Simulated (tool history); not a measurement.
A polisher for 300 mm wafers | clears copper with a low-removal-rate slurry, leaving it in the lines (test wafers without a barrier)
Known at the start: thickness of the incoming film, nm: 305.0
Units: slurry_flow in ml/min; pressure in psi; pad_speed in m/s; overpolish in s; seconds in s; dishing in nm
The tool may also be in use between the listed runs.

Run 1, hour 0.0: slurry_flow 195 ml/min, pressure 3.2 psi, pad_speed 1.14 m/s, slurry_solids 1.0, overpolish 22 s. Result: seconds 70.439 s, dishing 68.976 nm.
Run 2, hour 4.1: slurry_flow 195 ml/min, pressure 3.2 psi, pad_speed 0.98 m/s, slurry_solids 1.0, overpolish 22 s. Result: seconds 77.115 s, dishing 65.553 nm.
Run 3, hour 12.1: slurry_flow 165 ml/min, pressure 3.2 psi, pad_speed 0.98 m/s, slurry_solids 1.0, overpolish 22 s. Result: seconds 81.767 s, dishing 62.210 nm.
Run 4, hour 12.9: slurry_flow 165 ml/min, pressure 3.2 psi, pad_speed 0.98 m/s, slurry_solids 1.2, overpolish 22 s. Result: seconds 78.003 s, dishing 66.546 nm.
Run 5, hour 18.6: slurry_flow 165 ml/min, pressure 2.7 psi, pad_speed 0.98 m/s, slurry_solids 1.2, overpolish 22 s. Result: seconds 91.552 s, dishing 56.606 nm.
Run 6, hour 26.6: slurry_flow 120 ml/min, pressure 2.7 psi, pad_speed 0.98 m/s, slurry_solids 1.2, overpolish 22 s. Result: seconds 97.260 s, dishing 53.520 nm.

Forecast run 7:
Run 7, hour 33.3: slurry_flow 120 ml/min, pressure 2.7 psi, pad_speed 0.98 m/s, slurry_solids 1.2, overpolish 23 s. Result: seconds ?, dishing ?.

Run 7 gave seconds 98.591 s, dishing 55.063 nm.
